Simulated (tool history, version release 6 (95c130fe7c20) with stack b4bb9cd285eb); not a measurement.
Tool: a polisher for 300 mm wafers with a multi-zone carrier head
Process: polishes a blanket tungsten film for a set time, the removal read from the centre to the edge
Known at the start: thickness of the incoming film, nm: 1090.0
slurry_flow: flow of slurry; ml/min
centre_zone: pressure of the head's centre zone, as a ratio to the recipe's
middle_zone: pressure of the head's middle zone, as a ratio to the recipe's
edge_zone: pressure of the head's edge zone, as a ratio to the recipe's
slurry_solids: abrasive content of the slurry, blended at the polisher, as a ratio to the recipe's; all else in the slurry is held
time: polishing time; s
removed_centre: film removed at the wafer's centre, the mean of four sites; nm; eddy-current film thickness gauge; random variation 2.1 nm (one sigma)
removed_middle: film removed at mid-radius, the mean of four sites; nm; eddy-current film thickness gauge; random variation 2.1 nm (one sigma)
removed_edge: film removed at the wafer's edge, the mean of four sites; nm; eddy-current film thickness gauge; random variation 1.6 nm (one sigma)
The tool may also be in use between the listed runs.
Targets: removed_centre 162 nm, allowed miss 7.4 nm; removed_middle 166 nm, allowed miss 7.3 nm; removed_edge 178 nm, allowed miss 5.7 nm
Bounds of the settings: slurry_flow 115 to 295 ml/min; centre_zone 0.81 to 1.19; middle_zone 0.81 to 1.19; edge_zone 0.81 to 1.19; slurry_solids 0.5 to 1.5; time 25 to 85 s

run,hour,slurry_flow,centre_zone,middle_zone,edge_zone,slurry_solids,time,removed_centre,removed_middle,removed_edge
1,0,190,1,1,1,1,55,235.8,240.6,240.88
2,8,190,1,1,1,1,68,293.81,293.24,295.47
3,12.3,190,1,1,1.06,1,68,288.01,294.13,305.41
4,20.8,145,1,1,1.06,1,68,280.48,288.76,297.09
5,24.6,145,1,1,1.06,1,62,255.7,261.25,273.48
6,32.7,145,1,1,1.06,1.2,62,261.28,276.13,285.25
7,38.8,135,0.9,0.93,0.96,0.95,47,169.89,181.44,193.66
8,42.2,135,0.9,0.92,0.95,0.95,47,174.62,181.07,189.03
9,47,135,0.89,0.91,0.95,0.95,47,172.77,180.27,189.99
10,55.8,125,0.87,0.86,0.9,0.8,46,155.81,160.75,172.27

5 next moves are on the table. One of them brings every result within its allowed miss. Which?
A,64.6,155,1.06,0.81,0.82,0.8,44,?,?,?
B,64.6,140,0.86,0.83,0.83,0.55,54,?,?,?
C,64.6,115,0.85,0.82,0.95,0.85,49,?,?,?
D,64.6,130,0.94,0.84,0.83,0.95,46,?,?,?
E,64.6,115,0.99,0.81,1.06,0.8,47,?,?,?

move,removed_centre,removed_middle,removed_edge
A,183.17,152.71,159.51
B,162.37,170.53,176.14
C,160.44,169.4,188.86
D,174.25,168.87,173.31
E,176.53,158.26,187.93
A: further off than the last run
B: meets every target
C: takes the result that was furthest off past its target
D: brings the result that was furthest off to its target, and leaves another outside
E: takes the result that was furthest off past its target
The right move is B.
